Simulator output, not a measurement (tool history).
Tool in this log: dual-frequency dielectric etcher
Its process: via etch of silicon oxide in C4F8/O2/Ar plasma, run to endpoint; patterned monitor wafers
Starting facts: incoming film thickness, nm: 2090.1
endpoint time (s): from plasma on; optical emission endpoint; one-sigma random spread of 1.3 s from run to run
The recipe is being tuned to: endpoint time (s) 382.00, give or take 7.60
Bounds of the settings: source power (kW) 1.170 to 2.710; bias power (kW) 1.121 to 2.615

{"run": 1, "day": 0.0, "source power (kW)": 1.94, "bias power (kW)": 1.868, "endpoint time (s)": 431.62}
{"run": 2, "day": 0.142, "source power (kW)": 2.13, "bias power (kW)": 1.868, "endpoint time (s)": 414.0}
{"run": 3, "day": 0.4, "source power (kW)": 2.13, "bias power (kW)": 1.623, "endpoint time (s)": 428.77}
{"run": 4, "day": 0.483, "source power (kW)": 2.22, "bias power (kW)": 1.644, "endpoint time (s)": 419.33}
{"run": 5, "day": 0.583, "source power (kW)": 2.29, "bias power (kW)": 1.66, "endpoint time (s)": 418.36}
{"run": 6, "day": 0.617, "source power (kW)": 2.36, "bias power (kW)": 1.709, "endpoint time (s)": 407.34}
{"run": 7, "day": 0.817, "source power (kW)": 2.42, "bias power (kW)": 1.725, "endpoint time (s)": 399.58}
{"day": 1.196, "done": "wet clean of the chamber"}
{"run": 8, "day": 1.196, "source power (kW)": 2.63, "bias power (kW)": 1.768, "endpoint time (s)": 369.76}
{"run": 9, "day": 1.512, "source power (kW)": 2.61, "bias power (kW)": 1.765, "endpoint time (s)": 370.6}
{"run": 10, "day": 1.708, "source power (kW)": 2.59, "bias power (kW)": 1.762, "endpoint time (s)": 372.91}
{"run": 11, "day": 2.062, "source power (kW)": 2.57, "bias power (kW)": 1.76, "endpoint time (s)": 372.84}
{"run": 12, "day": 2.208, "source power (kW)": 2.57, "bias power (kW)": 1.76, "endpoint time (s)": 373.37}
{"run": 13, "day": 2.479, "source power (kW)": 2.56, "bias power (kW)": 1.758, "endpoint time (s)": 374.37}

5 next moves are on the table. One of them brings every result within its allowed miss. Which?
{"run": "A", "day": 2.75, "source power (kW)": 2.52, "bias power (kW)": 1.891, "endpoint time (s)": "?"}
{"run": "B", "day": 2.75, "source power (kW)": 2.71, "bias power (kW)": 1.696, "endpoint time (s)": "?"}
{"run": "C", "day": 2.75, "source power (kW)": 2.57, "bias power (kW)": 1.944, "endpoint time (s)": "?"}
{"run": "D", "day": 2.75, "source power (kW)": 2.71, "bias power (kW)": 1.457, "endpoint time (s)": "?"}
{"run": "E", "day": 2.75, "source power (kW)": 2.5, "bias power (kW)": 1.941, "endpoint time (s)": "?"}

move=A endpoint_time_(s)=371.76
move=B endpoint_time_(s)=371.61
move=C endpoint_time_(s)=365.82
move=D endpoint_time_(s)=387.15
move=E endpoint_time_(s)=370.26
A: further off than the last run
B: further off than the last run
C: further off than the last run
D: every result lands within tolerance
E: further off than the last run
The move that meets every target is D.

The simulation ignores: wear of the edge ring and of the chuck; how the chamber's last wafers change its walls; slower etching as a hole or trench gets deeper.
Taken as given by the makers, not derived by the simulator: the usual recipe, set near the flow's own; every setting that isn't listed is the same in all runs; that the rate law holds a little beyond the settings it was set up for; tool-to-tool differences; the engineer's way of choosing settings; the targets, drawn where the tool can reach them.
